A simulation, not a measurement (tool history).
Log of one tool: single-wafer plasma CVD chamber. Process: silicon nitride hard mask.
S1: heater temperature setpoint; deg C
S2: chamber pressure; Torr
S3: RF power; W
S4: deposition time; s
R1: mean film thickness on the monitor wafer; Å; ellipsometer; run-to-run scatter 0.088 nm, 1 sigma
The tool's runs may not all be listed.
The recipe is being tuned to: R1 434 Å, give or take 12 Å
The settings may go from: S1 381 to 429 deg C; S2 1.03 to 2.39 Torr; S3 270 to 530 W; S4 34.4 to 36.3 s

run 1 hour=0 | S1=405 S2=1.71 S3=400 S4=36.3 | R1=540.53
run 2 hour=1.2 | S1=405 S2=1.64 S3=385 S4=36 | R1=519.32
run 3 hour=2.4 | S1=405 S2=1.64 S3=330 S4=36 | R1=473.89
run 4 hour=10.9 | S1=405 S2=1.64 S3=330 S4=34.4 | R1=453.3
run 5 hour=18.9 | S1=399 S2=1.64 S3=330 S4=34.4 | R1=454.22
run 6 hour=20.5 | S1=399 S2=1.81 S3=330 S4=34.4 | R1=468.2
run 7 hour=23.6 | S1=399 S2=1.76 S3=325 S4=34.4 | R1=460.75
-- hour=31.7 thermocouple changed; heater temperature recalibrated
run 8 hour=31.7 | S1=399 S2=1.72 S3=320 S4=34.4 | R1=454.23
run 9 hour=38 | S1=399 S2=1.69 S3=320 S4=34.4 | R1=452.98
run 10 hour=46.8 | S1=399 S2=1.66 S3=320 S4=34.4 | R1=449.13
run 11 hour=49.6 | S1=399 S2=1.66 S3=320 S4=34.4 | R1=448.76
run 12 hour=52.1 | S1=399 S2=1.64 S3=320 S4=34.4 | R1=447.25

5 next moves are on the table. One of them brings every result within its allowed miss. Which?
run A hour=54.6 | S1=402 S2=1.62 S3=350 S4=34.4 | R1=?
run B hour=54.6 | S1=401 S2=1.68 S3=330 S4=34.4 | R1=?
run C hour=54.6 | S1=407 S2=1.77 S3=305 S4=36.3 | R1=?
run D hour=54.6 | S1=403 S2=1.72 S3=320 S4=35.2 | R1=?
run E hour=54.6 | S1=386 S2=1.36 S3=335 S4=34.4 | R1=?

move=A R1=469.79
move=B R1=458.96
move=C R1=467.29
move=D R1=463.69
move=E R1=438.37
A: further off than the last run
B: further off than the last run
C: further off than the last run
D: further off than the last run
E: every result within its allowed miss
The right move is E.
